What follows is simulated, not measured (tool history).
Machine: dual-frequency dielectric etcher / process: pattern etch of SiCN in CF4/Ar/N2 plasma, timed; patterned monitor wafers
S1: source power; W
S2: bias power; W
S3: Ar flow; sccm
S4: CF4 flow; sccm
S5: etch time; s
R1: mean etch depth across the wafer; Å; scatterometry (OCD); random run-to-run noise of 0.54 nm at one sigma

run 1 hour=0.0 | S1=370 S2=83 S3=121 S4=47 S5=171.5 | R1=1182.7
run 2 hour=5.1 | S1=370 S2=83 S3=121 S4=47 S5=171.5 | R1=1193.8
run 3 hour=7.2 | S1=360 S2=83 S3=121 S4=47 S5=171.5 | R1=1153.3
run 4 hour=9.4 | S1=350 S2=83 S3=121 S4=47 S5=171.5 | R1=1134.5
run 5 hour=17.4 | S1=340 S2=83 S3=121 S4=47 S5=171.5 | R1=1104.2
run 6 hour=24.9 | S1=330 S2=83 S3=121 S4=47 S5=171.5 | R1=1082.6

Run 7 is up next; what results do you expect?
run 7 hour=33.4 | S1=320 S2=83 S3=121 S4=47 S5=171.5 | R1=?

{"run 7": {"R1": 1039.9}}
